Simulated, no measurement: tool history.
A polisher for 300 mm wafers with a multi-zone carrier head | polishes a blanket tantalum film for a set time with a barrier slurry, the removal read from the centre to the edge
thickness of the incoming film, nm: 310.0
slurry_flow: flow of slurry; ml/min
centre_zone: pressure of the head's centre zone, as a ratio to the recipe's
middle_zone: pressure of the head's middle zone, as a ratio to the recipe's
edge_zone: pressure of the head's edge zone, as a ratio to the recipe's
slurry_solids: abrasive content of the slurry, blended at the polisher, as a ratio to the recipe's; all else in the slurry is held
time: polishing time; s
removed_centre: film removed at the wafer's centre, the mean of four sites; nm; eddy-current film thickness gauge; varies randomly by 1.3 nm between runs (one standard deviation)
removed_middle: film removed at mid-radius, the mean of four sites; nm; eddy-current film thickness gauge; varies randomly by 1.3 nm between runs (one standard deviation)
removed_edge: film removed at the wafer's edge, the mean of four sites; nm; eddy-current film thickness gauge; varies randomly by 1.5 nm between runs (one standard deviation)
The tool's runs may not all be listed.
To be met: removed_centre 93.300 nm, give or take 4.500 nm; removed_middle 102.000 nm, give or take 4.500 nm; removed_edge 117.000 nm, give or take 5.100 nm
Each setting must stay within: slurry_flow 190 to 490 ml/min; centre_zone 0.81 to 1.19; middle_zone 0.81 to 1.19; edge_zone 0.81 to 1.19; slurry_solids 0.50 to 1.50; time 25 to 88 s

run 1 day=0.000 | slurry_flow=315 centre_zone=1.00 middle_zone=1.00 edge_zone=1.00 slurry_solids=1.00 time=56 | removed_centre=92.861 removed_middle=96.530 removed_edge=97.581
run 2 day=0.158 | slurry_flow=315 centre_zone=1.00 middle_zone=1.07 edge_zone=1.00 slurry_solids=1.00 time=56 | removed_centre=95.896 removed_middle=103.430 removed_edge=95.958
run 3 day=0.208 | slurry_flow=315 centre_zone=1.00 middle_zone=0.98 edge_zone=1.00 slurry_solids=1.00 time=56 | removed_centre=92.044 removed_middle=95.809 removed_edge=95.237
run 4 day=0.500 | slurry_flow=310 centre_zone=0.99 middle_zone=0.97 edge_zone=1.03 slurry_solids=1.05 time=56 | removed_centre=95.694 removed_middle=93.740 removed_edge=99.048
run 5 day=0.758 | slurry_flow=310 centre_zone=0.99 middle_zone=0.90 edge_zone=1.03 slurry_solids=1.05 time=56 | removed_centre=93.017 removed_middle=89.520 removed_edge=102.520
run 6 day=0.792 | slurry_flow=310 centre_zone=0.96 middle_zone=0.91 edge_zone=1.04 slurry_solids=1.10 time=57 | removed_centre=95.145 removed_middle=93.902 removed_edge=102.680
run 7 day=1.000 | slurry_flow=310 centre_zone=0.93 middle_zone=0.89 edge_zone=1.05 slurry_solids=1.10 time=59 | removed_centre=98.909 removed_middle=95.381 removed_edge=105.540
run 8 day=1.117 | slurry_flow=285 centre_zone=0.91 middle_zone=0.88 edge_zone=1.06 slurry_solids=1.05 time=61 | removed_centre=93.357 removed_middle=94.962 removed_edge=110.080
run 9 day=1.279 | slurry_flow=275 centre_zone=0.90 middle_zone=0.89 edge_zone=1.07 slurry_solids=1.05 time=62 | removed_centre=94.416 removed_middle=96.892 removed_edge=110.790

5 next moves are on the table. One of them brings every result within its allowed miss. Which?
run A day=1.442 | slurry_flow=265 centre_zone=0.86 middle_zone=0.83 edge_zone=1.09 slurry_solids=0.95 time=67 | removed_centre=? removed_middle=? removed_edge=?
run B day=1.442 | slurry_flow=190 centre_zone=0.97 middle_zone=0.84 edge_zone=1.04 slurry_solids=0.60 time=82 | removed_centre=? removed_middle=? removed_edge=?
run C day=1.442 | slurry_flow=190 centre_zone=0.92 middle_zone=0.86 edge_zone=1.19 slurry_solids=0.80 time=69 | removed_centre=? removed_middle=? removed_edge=?
run D day=1.442 | slurry_flow=290 centre_zone=0.84 middle_zone=0.88 edge_zone=1.09 slurry_solids=0.95 time=68 | removed_centre=? removed_middle=? removed_edge=?
run E day=1.442 | slurry_flow=295 centre_zone=0.82 middle_zone=1.09 edge_zone=1.01 slurry_solids=1.10 time=60 | removed_centre=? removed_middle=? removed_edge=?

move=A removed_centre=92.594 removed_middle=95.951 removed_edge=116.760
move=B removed_centre=96.811 removed_middle=90.230 removed_edge=107.980
move=C removed_centre=89.919 removed_middle=90.119 removed_edge=112.300
move=D removed_centre=92.893 removed_middle=103.280 removed_edge=119.380
move=E removed_centre=84.384 removed_middle=114.930 removed_edge=106.980
A: brings the result that was furthest off to its target, and leaves another outside
B: further off than the last run
C: brings the result that was furthest off to its target, and leaves another outside
D: in spec on every target
E: further off than the last run
Correct choice: D, which meets every target
